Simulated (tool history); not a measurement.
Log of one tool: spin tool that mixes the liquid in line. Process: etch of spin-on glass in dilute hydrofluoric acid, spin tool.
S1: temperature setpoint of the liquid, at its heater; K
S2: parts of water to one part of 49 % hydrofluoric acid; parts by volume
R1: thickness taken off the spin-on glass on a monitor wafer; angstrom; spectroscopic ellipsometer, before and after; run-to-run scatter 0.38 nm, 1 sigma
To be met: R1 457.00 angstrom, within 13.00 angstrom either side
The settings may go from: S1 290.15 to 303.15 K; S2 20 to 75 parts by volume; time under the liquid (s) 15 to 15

{"run": 1, "hour": 0.0, "S1": 295.15, "S2": 45, "time under the liquid (s)": 15, "R1": 214.38}
{"run": 2, "hour": 0.9, "S1": 295.15, "S2": 55, "time under the liquid (s)": 15, "R1": 174.26}
{"run": 3, "hour": 6.9, "S1": 296.65, "S2": 50, "time under the liquid (s)": 15, "R1": 200.85}
{"run": 4, "hour": 15.6, "S1": 293.65, "S2": 50, "time under the liquid (s)": 15, "R1": 178.86}
{"run": 5, "hour": 21.1, "S1": 293.65, "S2": 35, "time under the liquid (s)": 15, "R1": 259.77}
{"run": 6, "hour": 25.3, "S1": 295.15, "S2": 35, "time under the liquid (s)": 15, "R1": 280.19}
{"run": 7, "hour": 32.2, "S1": 299.15, "S2": 30, "time under the liquid (s)": 15, "R1": 385.06}
{"run": 8, "hour": 36.2, "S1": 299.65, "S2": 30, "time under the liquid (s)": 15, "R1": 397.37}
{"run": 9, "hour": 42.3, "S1": 300.15, "S2": 30, "time under the liquid (s)": 15, "R1": 404.37}
{"run": 10, "hour": 49.3, "S1": 300.65, "S2": 30, "time under the liquid (s)": 15, "R1": 410.92}
{"run": 11, "hour": 55.3, "S1": 300.65, "S2": 30, "time under the liquid (s)": 15, "R1": 415.05}
{"run": 12, "hour": 62.5, "S1": 301.15, "S2": 30, "time under the liquid (s)": 15, "R1": 413.47}

Consider the 4 candidate settings below. Which is the only one whose results all fall within their allowed miss of target?
{"run": "A", "hour": 69.7, "S1": 302.65, "S2": 35, "time under the liquid (s)": 15, "R1": "?"}
{"run": "B", "hour": 69.7, "S1": 302.15, "S2": 30, "time under the liquid (s)": 15, "R1": "?"}
{"run": "C", "hour": 69.7, "S1": 300.65, "S2": 25, "time under the liquid (s)": 15, "R1": "?"}
{"run": "D", "hour": 69.7, "S1": 303.15, "S2": 30, "time under the liquid (s)": 15, "R1": "?"}

move=A R1=374.99
move=B R1=432.12
move=C R1=491.59
move=D R1=449.84
A: further off than the last run
B: better than the last run, though not everything is in spec
C: moves the result that the last run missed by most past its target, out the other side
D: every result within its allowed miss
Answer: D
